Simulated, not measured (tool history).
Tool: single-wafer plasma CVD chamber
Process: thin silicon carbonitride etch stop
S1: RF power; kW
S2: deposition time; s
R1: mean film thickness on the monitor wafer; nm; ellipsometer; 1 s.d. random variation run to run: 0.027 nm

{"run": 1, "hour": 0.0, "S1": 0.16, "S2": 19.1, "R1": 9.8132}
{"run": 2, "hour": 3.3, "S1": 0.155, "S2": 18.3, "R1": 9.2679}
{"run": 3, "hour": 8.7, "S1": 0.175, "S2": 18.3, "R1": 9.8165}
{"run": 4, "hour": 9.7, "S1": 0.165, "S2": 17.7, "R1": 9.1823}
{"run": 5, "hour": 10.3, "S1": 0.165, "S2": 19.4, "R1": 10.139}
{"run": 6, "hour": 13.8, "S1": 0.16, "S2": 18.7, "R1": 9.5684}
{"run": 7, "hour": 21.3, "S1": 0.16, "S2": 18.7, "R1": 9.5935}
{"run": 8, "hour": 23.6, "S1": 0.155, "S2": 18.1, "R1": 9.1525}
{"run": 9, "hour": 26.0, "S1": 0.15, "S2": 17.6, "R1": 8.8296}
{"run": 10, "hour": 33.8, "S1": 0.145, "S2": 17.1, "R1": 8.3855}
{"run": 11, "hour": 40.5, "S1": 0.14, "S2": 16.8, "R1": 8.1103}
{"run": 12, "hour": 46.2, "S1": 0.135, "S2": 16.6, "R1": 7.8472}
{"run": 13, "hour": 49.8, "S1": 0.11, "S2": 14.7, "R1": 6.2662}

Forecast run 14:
{"run": 14, "hour": 55.3, "S1": 0.115, "S2": 14.7, "R1": "?"}

{"run 14": {"R1": 6.4306}}
